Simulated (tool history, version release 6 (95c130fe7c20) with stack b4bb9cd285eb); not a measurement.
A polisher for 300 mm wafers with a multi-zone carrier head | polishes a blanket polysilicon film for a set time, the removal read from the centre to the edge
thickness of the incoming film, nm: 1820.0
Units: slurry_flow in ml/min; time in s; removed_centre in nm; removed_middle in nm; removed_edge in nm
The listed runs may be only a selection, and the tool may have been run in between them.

run  hour  slurry_flow  centre_zone  middle_zone  edge_zone  time  removed_centre  removed_middle  removed_edge
  1   0.0          275         1.00         1.00       1.00    32          204.75          195.90        208.18
  2   5.0          275         1.04         1.00       1.00    32          209.47          196.62        212.96
  3  10.0          275         1.04         1.00       0.96    32          210.85          196.03        204.67
  4  16.3          230         1.04         1.00       0.96    32          204.57          192.97        203.29
  5  18.2          230         1.11         1.00       0.96    32          218.44          193.07        195.15
  6  26.8          225         1.08         0.98       0.97    32          211.73          185.22        206.57

Forecast run 7:
  7  34.9          220         1.06         0.98       0.97    32               ?               ?             ?

{"run 7": {"removed_centre": 206.16, "removed_middle": 190.78, "removed_edge": 204.4}}
